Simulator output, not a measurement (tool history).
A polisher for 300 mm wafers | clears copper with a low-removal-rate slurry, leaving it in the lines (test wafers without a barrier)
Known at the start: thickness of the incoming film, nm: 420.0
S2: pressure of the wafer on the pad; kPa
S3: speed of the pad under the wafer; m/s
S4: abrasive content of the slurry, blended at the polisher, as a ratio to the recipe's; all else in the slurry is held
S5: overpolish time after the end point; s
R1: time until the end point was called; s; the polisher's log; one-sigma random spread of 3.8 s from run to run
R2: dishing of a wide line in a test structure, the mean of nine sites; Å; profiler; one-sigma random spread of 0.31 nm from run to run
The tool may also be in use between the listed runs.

run 1 hour=0.0 | flow_of_slurry_(ml/min)=135 S2=18.6 S3=1.20 S4=1.0 S5=28 | R1=161.25 R2=299.98
run 2 hour=2.5 | flow_of_slurry_(ml/min)=135 S2=18.6 S3=1.46 S4=1.0 S5=28 | R1=131.96 R2=327.36
run 3 hour=3.0 | flow_of_slurry_(ml/min)=160 S2=18.6 S3=1.46 S4=1.0 S5=28 | R1=130.64 R2=327.21
run 4 hour=4.4 | flow_of_slurry_(ml/min)=160 S2=15.9 S3=1.30 S4=1.0 S5=32 | R1=162.23 R2=307.52
run 5 hour=8.9 | flow_of_slurry_(ml/min)=155 S2=13.8 S3=1.14 S4=1.0 S5=36 | R1=218.02 R2=294.86
run 6 hour=11.8 | flow_of_slurry_(ml/min)=145 S2=12.4 S3=1.10 S4=1.0 S5=37 | R1=244.09 R2=280.49
run 7 hour=16.2 | flow_of_slurry_(ml/min)=140 S2=11.7 S3=1.06 S4=1.0 S5=38 | R1=271.25 R2=263.82
run 8 hour=23.6 | flow_of_slurry_(ml/min)=140 S2=11.7 S3=1.06 S4=1.0 S5=38 | R1=271.92 R2=260.24

Run 9 is up next; what results do you expect?
-- hour=31.9 slurry blender recalibrated
run 9 hour=31.9 | flow_of_slurry_(ml/min)=140 S2=11.7 S3=1.06 S4=1.0 S5=38 | R1=? R2=?

{"run 9": {"R1": 262.33, "R2": 271.96}}
